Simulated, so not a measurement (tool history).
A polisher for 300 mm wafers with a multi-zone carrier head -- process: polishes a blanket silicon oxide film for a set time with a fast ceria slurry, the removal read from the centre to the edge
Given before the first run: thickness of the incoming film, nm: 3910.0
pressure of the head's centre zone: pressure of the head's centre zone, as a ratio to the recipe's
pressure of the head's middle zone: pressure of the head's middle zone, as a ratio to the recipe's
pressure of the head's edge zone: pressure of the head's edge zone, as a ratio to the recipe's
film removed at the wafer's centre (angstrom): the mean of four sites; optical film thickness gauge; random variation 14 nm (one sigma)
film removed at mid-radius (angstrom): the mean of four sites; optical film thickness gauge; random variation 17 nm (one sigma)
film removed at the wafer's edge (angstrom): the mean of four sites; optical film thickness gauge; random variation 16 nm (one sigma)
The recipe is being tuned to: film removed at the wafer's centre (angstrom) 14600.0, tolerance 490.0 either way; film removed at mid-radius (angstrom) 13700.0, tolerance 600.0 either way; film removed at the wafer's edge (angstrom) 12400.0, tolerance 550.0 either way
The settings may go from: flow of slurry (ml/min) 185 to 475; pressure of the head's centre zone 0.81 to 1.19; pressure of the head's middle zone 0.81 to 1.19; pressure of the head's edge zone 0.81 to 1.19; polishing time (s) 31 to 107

run,hour,flow of slurry (ml/min),pressure of the head's centre zone,pressure of the head's middle zone,pressure of the head's edge zone,polishing time (s),film removed at the wafer's centre (angstrom),film removed at mid-radius (angstrom),film removed at the wafer's edge (angstrom)
1,0.0,305,1.00,1.00,1.00,69,12387.0,12131.0,12200.0
2,3.4,310,1.02,1.02,1.00,69,12499.0,12150.0,12259.0
3,6.1,310,1.02,1.02,1.00,53,9824.0,9593.2,9315.7
4,10.5,310,1.02,1.02,1.00,46,8415.4,8256.5,8178.7
5,16.3,310,1.02,1.02,1.00,31,5672.6,5520.1,5546.0
6,18.2,310,1.02,1.02,1.06,31,5693.4,5633.0,5631.9
7,19.0,355,1.12,1.12,1.12,50,10251.0,9734.7,9435.3
8,24.8,360,1.13,1.13,1.11,52,10627.0,10480.0,9505.0
9,29.6,375,1.19,1.11,1.16,71,15513.0,13701.0,13350.0
10,34.1,375,1.19,1.11,1.15,71,15451.0,14326.0,13261.0
11,37.5,370,1.19,1.11,1.14,71,15369.0,14033.0,13280.0
12,40.8,370,1.19,1.11,1.13,71,15406.0,13623.0,13539.0
13,49.5,385,1.19,1.11,1.14,70,15057.0,13640.0,13315.0

Which single option among these 4 for the next run brings every result within its allowed miss of target? Just one does.
A,58.2,315,1.18,1.15,1.11,68,?,?,?
B,58.2,365,1.11,1.13,1.18,73,?,?,?
C,58.2,475,1.03,1.00,1.18,77,?,?,?
D,58.2,390,1.16,1.06,0.99,80,?,?,?

move,film removed at the wafer's centre (angstrom),film removed at mid-radius (angstrom),film removed at the wafer's edge (angstrom)
A,14520.0,13214.0,12774.0
B,14808.0,14109.0,14173.0
C,14719.0,13622.0,15154.0
D,17031.0,14697.0,14531.0
A: meets every target
B: misses by more than the last run did
C: misses by more than the last run did
D: misses by more than the last run did
A is the move that brings every result within its allowed miss.

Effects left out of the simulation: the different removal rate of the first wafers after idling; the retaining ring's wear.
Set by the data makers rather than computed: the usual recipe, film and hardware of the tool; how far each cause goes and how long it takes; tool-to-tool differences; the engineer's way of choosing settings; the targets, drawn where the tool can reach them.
